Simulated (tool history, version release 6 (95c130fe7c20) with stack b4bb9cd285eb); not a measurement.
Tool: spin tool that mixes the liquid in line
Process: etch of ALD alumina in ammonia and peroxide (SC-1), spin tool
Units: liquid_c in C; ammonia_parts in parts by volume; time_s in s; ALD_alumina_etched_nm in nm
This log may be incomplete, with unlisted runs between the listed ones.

Run 1, hour 0.0: liquid_c 47.0 C, ammonia_parts 0.55 parts by volume, time_s 270 s. Result: ALD_alumina_etched_nm 9.2335 nm.
Run 2, hour 6.9: liquid_c 47.0 C, ammonia_parts 0.55 parts by volume, time_s 270 s. Result: ALD_alumina_etched_nm 9.1632 nm.
Run 3, hour 11.8: liquid_c 48.0 C, ammonia_parts 0.55 parts by volume, time_s 270 s. Result: ALD_alumina_etched_nm 9.7307 nm.
Run 4, hour 17.0: liquid_c 42.5 C, ammonia_parts 0.55 parts by volume, time_s 270 s. Result: ALD_alumina_etched_nm 7.1028 nm.
Run 5, hour 23.0: liquid_c 44.5 C, ammonia_parts 0.55 parts by volume, time_s 270 s. Result: ALD_alumina_etched_nm 7.9660 nm.
Run 6, hour 31.0: liquid_c 48.5 C, ammonia_parts 0.55 parts by volume, time_s 270 s. Result: ALD_alumina_etched_nm 9.9975 nm.
Run 7, hour 34.9: liquid_c 48.5 C, ammonia_parts 0.55 parts by volume, time_s 270 s. Result: ALD_alumina_etched_nm 10.0850 nm.
Run 8, hour 40.2: liquid_c 49.5 C, ammonia_parts 0.55 parts by volume, time_s 270 s. Result: ALD_alumina_etched_nm 10.6230 nm.
Run 9, hour 42.4: liquid_c 50.0 C, ammonia_parts 0.55 parts by volume, time_s 270 s. Result: ALD_alumina_etched_nm 10.7990 nm.
Run 10, hour 47.3: liquid_c 50.5 C, ammonia_parts 0.55 parts by volume, time_s 270 s. Result: ALD_alumina_etched_nm 11.1750 nm.

Run 11 is up next; what results do you expect?
Run 11, hour 53.2: liquid_c 51.0 C, ammonia_parts 0.55 parts by volume, time_s 270 s. Result: ALD_alumina_etched_nm ?.

{"run 11": {"ALD_alumina_etched_nm": 11.497}}
